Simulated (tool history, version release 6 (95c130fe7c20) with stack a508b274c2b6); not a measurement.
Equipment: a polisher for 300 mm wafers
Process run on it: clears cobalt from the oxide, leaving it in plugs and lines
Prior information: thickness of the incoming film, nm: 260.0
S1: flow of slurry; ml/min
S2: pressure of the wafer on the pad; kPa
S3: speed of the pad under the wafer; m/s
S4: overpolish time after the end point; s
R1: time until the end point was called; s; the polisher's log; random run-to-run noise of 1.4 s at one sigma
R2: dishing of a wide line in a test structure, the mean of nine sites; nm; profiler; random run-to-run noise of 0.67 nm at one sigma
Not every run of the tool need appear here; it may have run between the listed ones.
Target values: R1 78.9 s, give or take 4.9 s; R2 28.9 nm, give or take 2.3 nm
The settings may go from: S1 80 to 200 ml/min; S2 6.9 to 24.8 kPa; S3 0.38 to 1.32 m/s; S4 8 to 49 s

run 1 hour=0 | S1=130 S2=15.9 S3=0.84 S4=25 | R1=49.48 R2=34.068
run 2 hour=4.3 | S1=130 S2=15.9 S3=0.84 S4=31 | R1=49.284 R2=32.756
run 3 hour=10.4 | S1=130 S2=15.2 S3=0.84 S4=33 | R1=50.644 R2=33.81
run 4 hour=13.6 | S1=130 S2=15.2 S3=1.02 S4=33 | R1=43.398 R2=33.023
-- hour=19.1 head pressure recalibrated
run 5 hour=19.1 | S1=145 S2=15.2 S3=1.02 S4=33 | R1=37.865 R2=33.806
run 6 hour=27.2 | S1=120 S2=15.2 S3=1.02 S4=33 | R1=39.706 R2=34.359
run 7 hour=29.2 | S1=130 S2=14.5 S3=1 S4=33 | R1=41.385 R2=32.088
run 8 hour=34.4 | S1=130 S2=14.5 S3=0.96 S4=33 | R1=44.028 R2=32.236
run 9 hour=38 | S1=130 S2=14.5 S3=0.92 S4=33 | R1=43.64 R2=33.459
run 10 hour=46.6 | S1=130 S2=13.8 S3=0.86 S4=30 | R1=49.399 R2=35.056
run 11 hour=50 | S1=125 S2=14.5 S3=0.8 S4=32 | R1=50.79 R2=32.958
run 12 hour=50.7 | S1=120 S2=13.8 S3=0.76 S4=34 | R1=55.145 R2=34.256
run 13 hour=57.4 | S1=120 S2=13.8 S3=0.72 S4=35 | R1=56.355 R2=33.896
run 14 hour=60.2 | S1=115 S2=13.8 S3=0.68 S4=37 | R1=61.57 R2=31.318
run 15 hour=67.2 | S1=90 S2=11 S3=0.64 S4=41 | R1=79.531 R2=32.418
run 16 hour=73.6 | S1=90 S2=11 S3=0.64 S4=41 | R1=79.245 R2=31.761
run 17 hour=77.2 | S1=90 S2=11 S3=0.62 S4=42 | R1=80.144 R2=34.792

4 candidate next runs follow, results not yet known. Just one meets every target within its allowed miss. Identify it.
run A hour=80.8 | S1=100 S2=9.7 S3=0.6 S4=38 | R1=? R2=?
run B hour=80.8 | S1=85 S2=13.8 S3=0.54 S4=19 | R1=? R2=?
run C hour=80.8 | S1=105 S2=13.8 S3=0.52 S4=44 | R1=? R2=?
run D hour=80.8 | S1=100 S2=8.3 S3=0.78 S4=49 | R1=? R2=?

move=A R1=88.197 R2=33.086
move=B R1=76.031 R2=28.643
move=C R1=73.745 R2=34.102
move=D R1=80.383 R2=34.212
A: nearer than the last run, and not there yet
B: all results land within tolerance of their targets
C: nearer than the last run, and not there yet
D: nearer than the last run, and not there yet
B is the move that brings every result within its allowed miss.
